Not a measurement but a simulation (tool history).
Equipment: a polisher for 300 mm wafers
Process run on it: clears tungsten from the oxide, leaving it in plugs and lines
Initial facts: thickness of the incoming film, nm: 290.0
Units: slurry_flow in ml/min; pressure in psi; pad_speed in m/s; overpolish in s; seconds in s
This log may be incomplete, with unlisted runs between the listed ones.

run,hour,slurry_flow,pressure,pad_speed,slurry_solids,overpolish,seconds
1,0,305,2.6,0.92,1,6,110.6
2,0.7,305,2.3,0.86,1,6,128.97
3,8.6,305,2.1,0.8,1,6,147.98
4,16.7,305,2.1,0.88,1,6,136.29
5,21.1,305,1.9,0.82,1,6,157.19
6,23.4,305,1.8,0.78,1,6,167.05

For run 7, what comes out?
7,28.2,305,1.7,0.74,1,6,?

Run 7 measured seconds 182.82 s.

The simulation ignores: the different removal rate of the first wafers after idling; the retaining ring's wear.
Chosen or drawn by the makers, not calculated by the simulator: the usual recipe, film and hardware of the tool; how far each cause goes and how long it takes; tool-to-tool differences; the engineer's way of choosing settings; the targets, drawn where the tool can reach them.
